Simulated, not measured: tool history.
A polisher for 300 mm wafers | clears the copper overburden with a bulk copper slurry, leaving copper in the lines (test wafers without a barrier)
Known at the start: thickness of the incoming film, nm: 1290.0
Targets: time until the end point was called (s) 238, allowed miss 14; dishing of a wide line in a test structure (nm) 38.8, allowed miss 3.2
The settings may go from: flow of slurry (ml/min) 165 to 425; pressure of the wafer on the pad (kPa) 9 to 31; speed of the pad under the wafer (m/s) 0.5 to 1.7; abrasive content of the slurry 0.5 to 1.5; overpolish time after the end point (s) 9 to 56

run  hour  flow of slurry (ml/min)  pressure of the wafer on the pad (kPa)  speed of the pad under the wafer (m/s)  abrasive content of the slurry  overpolish time after the end point (s)  time until the end point was called (s)  dishing of a wide line in a test structure (nm)
  1     0                      275                                      20                                     1.1                               1                                       29                                   132.83                                           99.118
  2   7.7                      275                                      20                                     1.1                             1.1                                       29                                   130.72                                           103.34
  3  10.5                      235                                      20                                     1.1                             1.1                                       29                                   130.46                                           102.46
  4  12.3                      205                                      20                                     1.1                             1.1                                       29                                   131.43                                           99.778
  5  13.5                      195                                    17.9                                    1.12                               1                                       25                                   154.87                                           88.618
  6  21.2                      220                                    17.9                                    1.12                               1                                       25                                   143.97                                           88.311
  7  26.7                      210                                    15.9                                    1.12                             0.9                                       22                                      171                                           73.812
  8  31.4                      235                                    14.5                                    1.14                             0.8                                       19                                   184.07                                           63.614
  9  38.2                      250                                    13.1                                    1.16                            0.75                                       17                                   204.81                                           59.561
 10  39.8                      235                                    12.4                                     1.2                             0.7                                       15                                    208.6                                           49.015
 11  47.5                      235                                    11.7                                    1.22                             0.7                                       14                                   228.32                                           47.306
 12  49.4                      235                                    11.7                                    1.24                             0.7                                       13                                   222.26                                             43.3

5 next moves are on the table. One of them brings every result within its allowed miss. Which?
  A  51.3                      255                                    10.3                                    1.46                             0.9                                        9                                        ?                                                ?
  B  51.3                      170                                    14.5                                    0.98                             1.1                                       13                                        ?                                                ?
  C  51.3                      245                                    13.1                                    1.14                             0.7                                       16                                        ?                                                ?
  D  51.3                      205                                    13.1                                    1.04                             0.6                                       16                                        ?                                                ?
  E  51.3                      225                                     9.7                                    1.38                             0.7                                       12                                        ?                                                ?

move  time until the end point was called (s)  dishing of a wide line in a test structure (nm)
   A                                   201.93                                           36.244
   B                                   218.61                                           46.524
   C                                   219.37                                           53.455
   D                                   255.22                                           47.969
   E                                   245.95                                           38.663
A: brings the result that was furthest off to its target, and leaves another outside
B: further off than the last run
C: further off than the last run
D: further off than the last run
E: meets every target
Answer: E
